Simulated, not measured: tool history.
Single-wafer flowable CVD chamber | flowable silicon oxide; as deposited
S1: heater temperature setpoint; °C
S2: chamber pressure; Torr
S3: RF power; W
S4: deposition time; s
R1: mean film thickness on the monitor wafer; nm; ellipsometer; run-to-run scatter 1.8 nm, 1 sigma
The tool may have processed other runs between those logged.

{"run": 1, "hour": 0.0, "S1": 105, "S2": 0.653, "S3": 1800, "S4": 1109, "R1": 379.43}
{"run": 2, "hour": 0.5, "S1": 105, "S2": 0.747, "S3": 1800, "S4": 1109, "R1": 435.46}
{"run": 3, "hour": 8.8, "S1": 105, "S2": 0.676, "S3": 1800, "S4": 1109, "R1": 392}
{"run": 4, "hour": 14.3, "S1": 105, "S2": 0.605, "S3": 1800, "S4": 1109, "R1": 356.73}
{"run": 5, "hour": 16.3, "S1": 106, "S2": 0.605, "S3": 1800, "S4": 1109, "R1": 342.74}
{"run": 6, "hour": 24.1, "S1": 98, "S2": 0.605, "S3": 1800, "S4": 1109, "R1": 434.97}

Expected results for the next run?
{"run": 7, "hour": 29.7, "S1": 100, "S2": 0.605, "S3": 1800, "S4": 1109, "R1": "?"}

{"run 7": {"R1": 414.58}}

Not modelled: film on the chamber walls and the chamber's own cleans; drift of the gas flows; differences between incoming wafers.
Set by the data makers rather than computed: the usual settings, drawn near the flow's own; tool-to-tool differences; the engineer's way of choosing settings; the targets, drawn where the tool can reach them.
